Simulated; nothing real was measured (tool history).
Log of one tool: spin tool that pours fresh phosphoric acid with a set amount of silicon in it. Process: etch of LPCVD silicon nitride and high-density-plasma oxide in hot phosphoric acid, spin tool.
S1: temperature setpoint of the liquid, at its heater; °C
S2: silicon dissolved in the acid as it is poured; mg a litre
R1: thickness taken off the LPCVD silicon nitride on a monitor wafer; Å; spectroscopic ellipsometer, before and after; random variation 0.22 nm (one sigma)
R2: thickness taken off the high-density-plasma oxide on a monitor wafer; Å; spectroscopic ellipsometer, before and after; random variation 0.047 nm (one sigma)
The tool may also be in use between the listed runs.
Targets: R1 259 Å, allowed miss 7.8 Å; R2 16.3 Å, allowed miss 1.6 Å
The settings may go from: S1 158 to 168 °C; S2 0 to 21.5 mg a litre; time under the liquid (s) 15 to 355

{"run": 1, "hour": 0.0, "S1": 163, "S2": 9.5, "time under the liquid (s)": 180, "R1": 154.74, "R2": 9.8225}
{"run": 2, "hour": 1.7, "S1": 164, "S2": 9.5, "time under the liquid (s)": 180, "R1": 162.57, "R2": 11.11}
{"run": 3, "hour": 3.5, "S1": 164.5, "S2": 11.5, "time under the liquid (s)": 195, "R1": 178.07, "R2": 11.583}
{"run": 4, "hour": 4.6, "S1": 166, "S2": 11.5, "time under the liquid (s)": 195, "R1": 186.23, "R2": 12.361}
{"run": 5, "hour": 6.0, "S1": 166, "S2": 6, "time under the liquid (s)": 195, "R1": 186.07, "R2": 14.255}
{"run": 6, "hour": 10.0, "S1": 164, "S2": 6, "time under the liquid (s)": 195, "R1": 175.89, "R2": 12.444}
{"run": 7, "hour": 13.4, "S1": 164, "S2": 6, "time under the liquid (s)": 195, "R1": 174.05, "R2": 12.48}
{"run": 8, "hour": 16.8, "S1": 164.5, "S2": 7.5, "time under the liquid (s)": 205, "R1": 187.33, "R2": 13.307}
{"run": 9, "hour": 18.7, "S1": 165, "S2": 9, "time under the liquid (s)": 215, "R1": 200.05, "R2": 13.561}
{"run": 10, "hour": 22.6, "S1": 165.5, "S2": 10, "time under the liquid (s)": 225, "R1": 212.83, "R2": 15.476}
{"run": 11, "hour": 28.4, "S1": 163.5, "S2": 12.5, "time under the liquid (s)": 280, "R1": 246.84, "R2": 15.379}

5 next moves are on the table. One of them brings every result within its allowed miss. Which?
{"run": "A", "hour": 34.2, "S1": 161, "S2": 16.5, "time under the liquid (s)": 320, "R1": "?", "R2": "?"}
{"run": "B", "hour": 34.2, "S1": 163, "S2": 2, "time under the liquid (s)": 330, "R1": "?", "R2": "?"}
{"run": "C", "hour": 34.2, "S1": 163.5, "S2": 14.5, "time under the liquid (s)": 310, "R1": "?", "R2": "?"}
{"run": "D", "hour": 34.2, "S1": 164.5, "S2": 13.5, "time under the liquid (s)": 285, "R1": "?", "R2": "?"}
{"run": "E", "hour": 34.2, "S1": 165.5, "S2": 4.5, "time under the liquid (s)": 290, "R1": "?", "R2": "?"}

move=A R1=256.24 R2=13.332
move=B R1=282.43 R2=21.921
move=C R1=269.74 R2=16.32
move=D R1=256.3 R2=16.535
move=E R1=269.5 R2=22.011
A: brings the result that was furthest off to its target, and leaves another outside
B: takes the result that was furthest off past its target
C: takes the result that was furthest off past its target
D: meets every target
E: takes the result that was furthest off past its target
Move D is the one to make.
